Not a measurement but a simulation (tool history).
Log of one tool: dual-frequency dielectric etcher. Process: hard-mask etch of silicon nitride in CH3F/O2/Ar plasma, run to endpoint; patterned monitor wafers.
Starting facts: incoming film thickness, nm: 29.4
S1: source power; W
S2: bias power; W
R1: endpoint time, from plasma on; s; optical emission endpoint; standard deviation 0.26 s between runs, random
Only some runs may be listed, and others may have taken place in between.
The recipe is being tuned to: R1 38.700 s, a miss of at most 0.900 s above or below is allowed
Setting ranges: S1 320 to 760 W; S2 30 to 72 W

run 1 hour=0.0 | S1=540 S2=51 | R1=44.012
run 2 hour=4.5 | S1=580 S2=51 | R1=43.039
run 3 hour=8.3 | S1=580 S2=42 | R1=45.239
run 4 hour=13.1 | S1=580 S2=46 | R1=44.078
run 5 hour=20.6 | S1=580 S2=39 | R1=45.730
run 6 hour=22.6 | S1=630 S2=42 | R1=43.574
run 7 hour=25.7 | S1=670 S2=44 | R1=42.924
run 8 hour=31.9 | S1=700 S2=48 | R1=40.770
run 9 hour=33.1 | S1=720 S2=49 | R1=40.291
run 10 hour=40.8 | S1=730 S2=50 | R1=40.139

Of the 5 settings listed for the next run, only one would bring every result within its allowed miss of target. Which one?
run A hour=48.5 | S1=760 S2=58 | R1=?
run B hour=48.5 | S1=710 S2=49 | R1=?
run C hour=48.5 | S1=730 S2=43 | R1=?
run D hour=48.5 | S1=730 S2=47 | R1=?
run E hour=48.5 | S1=760 S2=51 | R1=?

move=A R1=37.385
move=B R1=40.213
move=C R1=41.328
move=D R1=40.312
move=E R1=38.838
A: moves the result that the last run missed by most past its target, out the other side
B: further off than the last run
C: further off than the last run
D: further off than the last run
E: each result inside its tolerance
Go with E: it meets all targets.
